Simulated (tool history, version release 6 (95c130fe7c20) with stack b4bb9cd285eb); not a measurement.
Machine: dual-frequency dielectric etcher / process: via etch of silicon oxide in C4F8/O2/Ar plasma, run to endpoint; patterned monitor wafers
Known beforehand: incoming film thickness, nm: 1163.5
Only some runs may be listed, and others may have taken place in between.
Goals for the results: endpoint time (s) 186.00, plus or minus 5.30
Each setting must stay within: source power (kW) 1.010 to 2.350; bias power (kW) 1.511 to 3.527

{"run": 1, "hour": 0.0, "source power (kW)": 1.68, "bias power (kW)": 2.519, "endpoint time (s)": 213.21}
{"run": 2, "hour": 4.4, "source power (kW)": 1.78, "bias power (kW)": 2.582, "endpoint time (s)": 207.66}
{"run": 3, "hour": 12.6, "source power (kW)": 1.52, "bias power (kW)": 2.582, "endpoint time (s)": 224.15}
{"run": 4, "hour": 15.5, "source power (kW)": 1.64, "bias power (kW)": 2.641, "endpoint time (s)": 211.29}
{"run": 5, "hour": 16.3, "source power (kW)": 1.72, "bias power (kW)": 2.676, "endpoint time (s)": 208.41}
{"run": 6, "hour": 19.7, "source power (kW)": 1.45, "bias power (kW)": 2.676, "endpoint time (s)": 224.45}
{"run": 7, "hour": 23.4, "source power (kW)": 1.58, "bias power (kW)": 2.737, "endpoint time (s)": 217.19}
{"run": 8, "hour": 25.9, "source power (kW)": 1.7, "bias power (kW)": 2.786, "endpoint time (s)": 206.9}
{"run": 9, "hour": 30.2, "source power (kW)": 1.77, "bias power (kW)": 2.822, "endpoint time (s)": 203.57}
{"run": 10, "hour": 35.7, "source power (kW)": 1.84, "bias power (kW)": 2.858, "endpoint time (s)": 197.76}
{"run": 11, "hour": 42.8, "source power (kW)": 1.88, "bias power (kW)": 2.88, "endpoint time (s)": 197.31}
{"run": 12, "hour": 50.5, "source power (kW)": 1.93, "bias power (kW)": 2.906, "endpoint time (s)": 193.87}
{"run": 13, "hour": 51.2, "source power (kW)": 1.96, "bias power (kW)": 2.924, "endpoint time (s)": 192.81}

Pick the move, out of 4, that brings all results within their allowed miss; only one does.
{"run": "A", "hour": 51.9, "source power (kW)": 1.87, "bias power (kW)": 2.456, "endpoint time (s)": "?"}
{"run": "B", "hour": 51.9, "source power (kW)": 1.77, "bias power (kW)": 2.563, "endpoint time (s)": "?"}
{"run": "C", "hour": 51.9, "source power (kW)": 1.77, "bias power (kW)": 3.064, "endpoint time (s)": "?"}
{"run": "D", "hour": 51.9, "source power (kW)": 2.05, "bias power (kW)": 3.091, "endpoint time (s)": "?"}

move=A endpoint_time_(s)=205.74
move=B endpoint_time_(s)=209.32
move=C endpoint_time_(s)=201.92
move=D endpoint_time_(s)=188.52
A: its largest miss is bigger than the last run's
B: its largest miss is bigger than the last run's
C: its largest miss is bigger than the last run's
D: all results land within tolerance of their targets
Answer: D
